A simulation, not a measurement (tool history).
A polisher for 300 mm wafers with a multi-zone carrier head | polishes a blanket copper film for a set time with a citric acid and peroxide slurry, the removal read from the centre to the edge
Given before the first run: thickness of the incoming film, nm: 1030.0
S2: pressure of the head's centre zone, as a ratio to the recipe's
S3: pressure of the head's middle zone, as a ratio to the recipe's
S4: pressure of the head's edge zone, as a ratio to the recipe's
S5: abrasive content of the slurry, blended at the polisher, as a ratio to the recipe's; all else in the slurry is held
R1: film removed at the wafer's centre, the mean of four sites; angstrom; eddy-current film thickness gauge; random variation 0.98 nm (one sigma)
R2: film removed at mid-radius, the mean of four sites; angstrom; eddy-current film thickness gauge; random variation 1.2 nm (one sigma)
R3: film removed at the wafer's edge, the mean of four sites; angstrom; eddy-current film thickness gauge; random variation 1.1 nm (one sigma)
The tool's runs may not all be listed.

{"run": 1, "day": 0.0, "flow of slurry (ml/min)": 190, "S2": 1.0, "S3": 1.0, "S4": 1.0, "S5": 1.0, "polishing time (s)": 67, "R1": 1216.1, "R2": 1123.0, "R3": 1176.5}
{"run": 2, "day": 0.146, "flow of slurry (ml/min)": 185, "S2": 0.96, "S3": 1.02, "S4": 0.97, "S5": 0.9, "polishing time (s)": 64, "R1": 1052.8, "R2": 1068.4, "R3": 1100.9}
{"run": 3, "day": 0.429, "flow of slurry (ml/min)": 185, "S2": 0.96, "S3": 1.11, "S4": 0.97, "S5": 0.9, "polishing time (s)": 64, "R1": 1075.6, "R2": 1123.2, "R3": 1084.5}
{"run": 4, "day": 0.779, "flow of slurry (ml/min)": 185, "S2": 0.96, "S3": 1.11, "S4": 0.97, "S5": 0.9, "polishing time (s)": 76, "R1": 1291.2, "R2": 1341.6, "R3": 1258.1}
{"day": 0.967, "done": "centre zone pressure recalibrated"}
{"run": 5, "day": 0.967, "flow of slurry (ml/min)": 185, "S2": 0.96, "S3": 1.11, "S4": 0.97, "S5": 0.8, "polishing time (s)": 76, "R1": 1119.3, "R2": 1295.2, "R3": 1212.8}
{"run": 6, "day": 1.3, "flow of slurry (ml/min)": 185, "S2": 0.99, "S3": 1.11, "S4": 0.95, "S5": 0.75, "polishing time (s)": 72, "R1": 1099.4, "R2": 1208.9, "R3": 1102.6}
{"run": 7, "day": 1.35, "flow of slurry (ml/min)": 185, "S2": 0.99, "S3": 1.1, "S4": 0.94, "S5": 0.7, "polishing time (s)": 69, "R1": 998.37, "R2": 1142.7, "R3": 1039.8}
{"run": 8, "day": 1.529, "flow of slurry (ml/min)": 175, "S2": 1.0, "S3": 1.03, "S4": 0.87, "S5": 0.5, "polishing time (s)": 58, "R1": 773.57, "R2": 750.31, "R3": 720.16}
{"run": 9, "day": 1.746, "flow of slurry (ml/min)": 185, "S2": 0.98, "S3": 1.05, "S4": 0.89, "S5": 0.5, "polishing time (s)": 58, "R1": 740.5, "R2": 774.33, "R3": 743.35}
{"run": 10, "day": 2.092, "flow of slurry (ml/min)": 190, "S2": 0.98, "S3": 1.07, "S4": 0.91, "S5": 0.5, "polishing time (s)": 58, "R1": 750.76, "R2": 780.27, "R3": 760.53}
{"run": 11, "day": 2.358, "flow of slurry (ml/min)": 190, "S2": 0.97, "S3": 1.1, "S4": 0.92, "S5": 0.5, "polishing time (s)": 58, "R1": 742.58, "R2": 824.13, "R3": 760.15}
{"run": 12, "day": 2.588, "flow of slurry (ml/min)": 190, "S2": 0.97, "S3": 1.1, "S4": 0.92, "S5": 0.5, "polishing time (s)": 58, "R1": 744.24, "R2": 821.52, "R3": 763.46}
{"run": 13, "day": 2.617, "flow of slurry (ml/min)": 210, "S2": 0.93, "S3": 1.16, "S4": 1.01, "S5": 0.65, "polishing time (s)": 59, "R1": 824.96, "R2": 989.87, "R3": 921.91}
{"run": 14, "day": 2.912, "flow of slurry (ml/min)": 210, "S2": 0.93, "S3": 1.16, "S4": 1.01, "S5": 0.65, "polishing time (s)": 59, "R1": 837.77, "R2": 977.7, "R3": 902.03}

Predict the results of run 15:
{"run": 15, "day": 3.108, "flow of slurry (ml/min)": 205, "S2": 0.92, "S3": 1.16, "S4": 0.99, "S5": 0.65, "polishing time (s)": 59, "R1": "?", "R2": "?", "R3": "?"}

{"run 15": {"R1": 811.44, "R2": 974.75, "R3": 889.33}}
